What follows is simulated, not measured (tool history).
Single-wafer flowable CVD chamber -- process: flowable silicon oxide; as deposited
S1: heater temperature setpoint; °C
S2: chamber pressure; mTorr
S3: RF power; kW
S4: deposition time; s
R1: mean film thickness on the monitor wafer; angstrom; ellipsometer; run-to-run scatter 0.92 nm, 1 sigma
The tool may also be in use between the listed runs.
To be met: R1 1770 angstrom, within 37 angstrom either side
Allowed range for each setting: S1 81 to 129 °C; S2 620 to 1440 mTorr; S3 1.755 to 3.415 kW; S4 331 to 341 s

Run 1, hour 0: S1 105 °C, S2 1030 mTorr, S3 2.585 kW, S4 331 s. Result: R1 2537.6 angstrom.
Run 2, hour 4.3: S1 109 °C, S2 1030 mTorr, S3 2.585 kW, S4 331 s. Result: R1 2201.7 angstrom.
Run 3, hour 13.3: S1 104 °C, S2 1030 mTorr, S3 2.585 kW, S4 331 s. Result: R1 2629.2 angstrom.
Run 4, hour 17.3: S1 104 °C, S2 1030 mTorr, S3 2.585 kW, S4 341 s. Result: R1 2711.5 angstrom.
Run 5, hour 18.4: S1 98 °C, S2 1030 mTorr, S3 2.585 kW, S4 341 s. Result: R1 3425.7 angstrom.
Run 6, hour 26.3: S1 98 °C, S2 1030 mTorr, S3 2.795 kW, S4 341 s. Result: R1 3429.3 angstrom.
Run 7, hour 34: S1 104 °C, S2 1030 mTorr, S3 2.795 kW, S4 341 s. Result: R1 2734.9 angstrom.
Run 8, hour 39.3: S1 108 °C, S2 1030 mTorr, S3 2.795 kW, S4 341 s. Result: R1 2322.8 angstrom.
Run 9, hour 44.8: S1 110 °C, S2 1030 mTorr, S3 2.795 kW, S4 341 s. Result: R1 2183.9 angstrom.
Run 10, hour 51.4: S1 112 °C, S2 1030 mTorr, S3 2.795 kW, S4 341 s. Result: R1 2034.4 angstrom.
Run 11, hour 59.6: S1 117 °C, S2 1030 mTorr, S3 2.795 kW, S4 341 s. Result: R1 1711.3 angstrom.

Of the 5 settings listed for the next run, only one would bring every result within its allowed miss of target. Which one?
Run A, hour 67.8: S1 117 °C, S2 1040 mTorr, S3 2.66 kW, S4 331 s. Result: R1 ?.
Run B, hour 67.8: S1 118 °C, S2 1040 mTorr, S3 3.105 kW, S4 331 s. Result: R1 ?.
Run C, hour 67.8: S1 118 °C, S2 1050 mTorr, S3 3.365 kW, S4 331 s. Result: R1 ?.
Run D, hour 67.8: S1 117 °C, S2 1020 mTorr, S3 2.98 kW, S4 341 s. Result: R1 ?.
Run E, hour 67.8: S1 115 °C, S2 990 mTorr, S3 2.915 kW, S4 340 s. Result: R1 ?.

move      R1
   A  1661.6
   B  1624.6
   C  1648.8
   D  1695.2
   E  1758.5
A: misses by more than the last run did
B: misses by more than the last run did
C: misses by more than the last run did
D: misses by more than the last run did
E: each result inside its tolerance
Move E is the one to make.

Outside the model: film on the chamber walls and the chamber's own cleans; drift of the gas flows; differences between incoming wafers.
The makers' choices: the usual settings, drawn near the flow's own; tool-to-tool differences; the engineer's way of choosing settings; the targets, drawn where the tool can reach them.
